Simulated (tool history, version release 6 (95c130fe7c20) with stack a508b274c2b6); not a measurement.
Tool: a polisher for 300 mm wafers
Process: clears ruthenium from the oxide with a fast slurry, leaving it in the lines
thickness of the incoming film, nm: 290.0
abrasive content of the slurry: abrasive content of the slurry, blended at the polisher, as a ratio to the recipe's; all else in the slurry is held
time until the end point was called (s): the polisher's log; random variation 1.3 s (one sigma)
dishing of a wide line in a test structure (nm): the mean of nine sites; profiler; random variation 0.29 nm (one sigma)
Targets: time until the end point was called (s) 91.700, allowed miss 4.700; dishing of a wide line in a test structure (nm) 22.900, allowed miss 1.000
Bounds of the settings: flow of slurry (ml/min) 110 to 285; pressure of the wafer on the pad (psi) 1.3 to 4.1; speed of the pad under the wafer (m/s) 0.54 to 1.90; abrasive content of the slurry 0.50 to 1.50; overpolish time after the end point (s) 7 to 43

run,hour,flow of slurry (ml/min),pressure of the wafer on the pad (psi),speed of the pad under the wafer (m/s),abrasive content of the slurry,overpolish time after the end point (s),time until the end point was called (s),dishing of a wide line in a test structure (nm)
1,0.0,180,2.7,1.22,1.00,22,55.857,77.287
2,7.2,185,2.5,1.10,1.00,18,67.673,57.364
3,7.8,165,2.4,1.06,0.95,15,76.043,43.168
4,12.1,165,2.4,0.94,0.95,15,83.756,39.340
5,17.3,150,2.5,0.90,0.90,13,89.863,33.186
6,21.4,150,2.5,0.90,0.90,18,89.114,44.940
7,27.3,145,2.4,0.92,0.90,15,93.588,37.779
8,31.9,170,2.3,0.88,0.90,13,95.855,30.923
9,38.2,190,2.3,0.88,0.90,12,95.592,29.498
10,39.6,200,2.3,0.88,0.90,11,94.938,27.050

4 next moves are on the table. One of them brings every result within its allowed miss. Which?
A,41.0,185,2.2,1.04,0.85,9,?,?
B,41.0,210,2.3,0.82,1.00,13,?,?
C,41.0,240,2.2,0.86,0.95,13,?,?
D,41.0,165,2.5,1.16,0.65,15,?,?

move,time until the end point was called (s),dishing of a wide line in a test structure (nm)
A,89.019,22.847
B,92.274,31.239
C,94.143,30.660
D,92.246,35.686
A: meets every target
B: further off than the last run
C: further off than the last run
D: further off than the last run
The right move is A.

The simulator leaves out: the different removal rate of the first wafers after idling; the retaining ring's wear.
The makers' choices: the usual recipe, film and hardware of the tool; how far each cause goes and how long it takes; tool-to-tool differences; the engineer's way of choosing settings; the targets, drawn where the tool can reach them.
